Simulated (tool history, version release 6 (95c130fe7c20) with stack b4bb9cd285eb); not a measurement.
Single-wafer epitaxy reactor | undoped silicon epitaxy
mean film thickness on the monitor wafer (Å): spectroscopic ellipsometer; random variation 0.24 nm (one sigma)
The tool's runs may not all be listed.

| run | hour | wafer temperature setpoint (pyrometer-controlled) (K) | deposition time (s) | mean film thickness on the monitor wafer (Å) |
|---|---|---|---|---|
| 1 | 0.0 | 898.15 | 406 | 389.55 |
| 2 | 1.3 | 901.15 | 410 | 429.35 |
| 3 | 2.0 | 901.15 | 444 | 460.54 |
| 4 | 5.4 | 903.15 | 444 | 486.75 |
| 5 | 8.3 | 905.15 | 444 | 513.50 |
| 6 | 10.3 | 905.15 | 473 | 547.74 |
| 7 | 15.9 | 906.15 | 473 | 557.33 |
| 8 | 21.5 | 907.15 | 473 | 576.55 |

Run 9 comes next. What will it give?
| 9 | 25.3 | 908.15 | 473 | ? |

mean film thickness on the monitor wafer (Å): 587.36

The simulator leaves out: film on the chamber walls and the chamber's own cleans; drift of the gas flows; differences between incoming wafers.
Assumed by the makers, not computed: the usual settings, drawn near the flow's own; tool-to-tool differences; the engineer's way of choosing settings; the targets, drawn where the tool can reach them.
